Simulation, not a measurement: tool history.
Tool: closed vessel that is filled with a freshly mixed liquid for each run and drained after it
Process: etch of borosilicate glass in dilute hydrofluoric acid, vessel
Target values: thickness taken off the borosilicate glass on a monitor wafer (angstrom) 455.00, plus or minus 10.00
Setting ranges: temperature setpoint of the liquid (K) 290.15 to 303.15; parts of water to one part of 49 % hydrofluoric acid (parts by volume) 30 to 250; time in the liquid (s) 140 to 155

run  hour  temperature setpoint of the liquid (K)  parts of water to one part of 49 % hydrofluoric acid (parts by volume)  time in the liquid (s)  thickness taken off the borosilicate glass on a monitor wafer (angstrom)
  1   0.0                                  295.15                                                                     140                     140                                                                    306.22
  2   7.7                                  297.15                                                                     135                     140                                                                    349.77
  3  13.0                                  297.15                                                                     170                     140                                                                    262.83
  4  21.6                                  297.15                                                                     220                     140                                                                    192.72
  5  24.1                                  294.65                                                                     220                     140                                                                    177.38
  6  25.8                                  297.65                                                                     220                     140                                                                    197.15
  7  28.3                                  299.15                                                                     195                     140                                                                    239.59
  8  33.3                                  300.15                                                                     175                     140                                                                    286.06
  9  36.8                                  303.15                                                                     120                     140                                                                    500.58

Which of these 5 next moves meets every target?
  A  40.3                                  302.15                                                                     120                     140                                                                         ?
  B  40.3                                  300.65                                                                     115                     140                                                                         ?
  C  40.3                                  298.15                                                                     115                     155                                                                         ?
  D  40.3                                  302.65                                                                     110                     140                                                                         ?
  E  40.3                                  302.65                                                                     135                     150                                                                         ?

move  thickness taken off the borosilicate glass on a monitor wafer (angstrom)
   A                                                                    476.76
   B                                                                    473.35
   C                                                                    476.14
   D                                                                    537.12
   E                                                                    453.37
A: nearer than the last run, and not there yet
B: nearer than the last run, and not there yet
C: nearer than the last run, and not there yet
D: moves away from the targets compared with the last run
E: every result within its allowed miss
The move that meets every target is E.
